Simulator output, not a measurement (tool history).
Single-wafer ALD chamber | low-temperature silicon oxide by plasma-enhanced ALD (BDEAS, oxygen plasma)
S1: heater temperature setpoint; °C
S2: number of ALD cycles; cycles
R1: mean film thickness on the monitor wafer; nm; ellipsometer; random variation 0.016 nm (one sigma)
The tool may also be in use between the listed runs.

run,hour,S1,S2,R1
1,0.0,100,44,7.0452
2,1.0,100,47,7.4667
3,1.6,90,47,7.7932
4,5.4,95,45,7.3020
5,9.2,85,45,7.5951
6,9.9,91,43,7.1222
7,16.1,96,42,6.8196
8,18.0,100,41,6.5775
9,22.4,103,40,6.3438

Run 10 comes next. What will it give?
10,28.9,106,40,?

{"run 10": {"R1": 6.2076}}
